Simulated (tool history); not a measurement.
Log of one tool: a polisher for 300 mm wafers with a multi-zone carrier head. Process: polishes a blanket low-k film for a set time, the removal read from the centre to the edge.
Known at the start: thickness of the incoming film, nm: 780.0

run	hour	flow of slurry (ml/min)	pressure of the head's centre zone	pressure of the head's middle zone	pressure of the head's edge zone	abrasive content of the slurry	polishing time (s)	film removed at the wafer's centre (nm)	film removed at mid-radius (nm)	film removed at the wafer's edge (nm)
1	0.0	190	1.00	1.00	1.00	1.00	72	38.407	37.811	37.249
2	4.4	175	0.95	0.96	0.96	0.85	71	32.684	33.348	33.303
3	11.2	175	0.95	0.96	1.00	0.85	71	32.398	33.437	34.121
4	14.8	175	0.95	0.96	1.00	1.00	71	35.211	35.621	36.209
5	15.6	165	0.92	0.93	0.95	0.85	71	31.143	32.285	32.907
6	18.6	155	0.90	0.90	0.92	0.75	71	28.643	29.623	30.843
7	27.5	150	0.89	0.89	0.89	0.70	71	27.462	28.315	29.322
8	32.6	145	0.87	0.88	0.87	0.65	71	25.412	27.267	28.278
9	34.5	140	0.87	0.87	0.85	0.65	71	25.956	26.673	27.689
10	37.3	135	0.86	0.86	0.84	0.65	71	25.057	26.157	27.532
11	38.0	135	0.86	0.86	0.83	0.65	71	25.441	26.177	27.383

The next listed run, before its measurement:
12	41.9	135	0.85	0.86	0.82	0.65	71	?	?	?

{"run 12": {"film removed at the wafer's centre (nm)": 24.915, "film removed at mid-radius (nm)": 26.255, "film removed at the wafer's edge (nm)": 27.069}}
